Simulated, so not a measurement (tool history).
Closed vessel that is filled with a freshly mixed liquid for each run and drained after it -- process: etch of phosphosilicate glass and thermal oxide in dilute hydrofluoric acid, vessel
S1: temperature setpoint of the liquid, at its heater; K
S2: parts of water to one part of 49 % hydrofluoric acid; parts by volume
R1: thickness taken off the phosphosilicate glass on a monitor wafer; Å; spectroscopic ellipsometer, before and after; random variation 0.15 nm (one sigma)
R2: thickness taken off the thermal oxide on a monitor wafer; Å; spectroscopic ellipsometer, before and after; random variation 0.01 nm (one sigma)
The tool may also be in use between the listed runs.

Run 1, hour 0.0: S1 294.15 K, S2 150 parts by volume, time in the liquid (s) 60. Result: R1 526.78 Å, R2 16.470 Å.
Run 2, hour 7.2: S1 294.15 K, S2 150 parts by volume, time in the liquid (s) 50. Result: R1 438.80 Å, R2 13.539 Å.
Run 3, hour 10.6: S1 293.65 K, S2 165 parts by volume, time in the liquid (s) 50. Result: R1 378.45 Å, R2 12.125 Å.
Run 4, hour 11.7: S1 293.65 K, S2 165 parts by volume, time in the liquid (s) 65. Result: R1 501.44 Å, R2 15.246 Å.
Run 5, hour 19.2: S1 296.65 K, S2 165 parts by volume, time in the liquid (s) 65. Result: R1 560.10 Å, R2 17.570 Å.
Run 6, hour 28.4: S1 295.65 K, S2 180 parts by volume, time in the liquid (s) 65. Result: R1 491.90 Å, R2 15.707 Å.
Run 7, hour 29.8: S1 294.65 K, S2 195 parts by volume, time in the liquid (s) 65. Result: R1 425.42 Å, R2 13.545 Å.

Forecast run 8:
Run 8, hour 37.6: S1 293.65 K, S2 205 parts by volume, time in the liquid (s) 65. Result: R1 ?, R2 ?.

{"run 8": {"R1": 385.23, "R2": 11.907}}
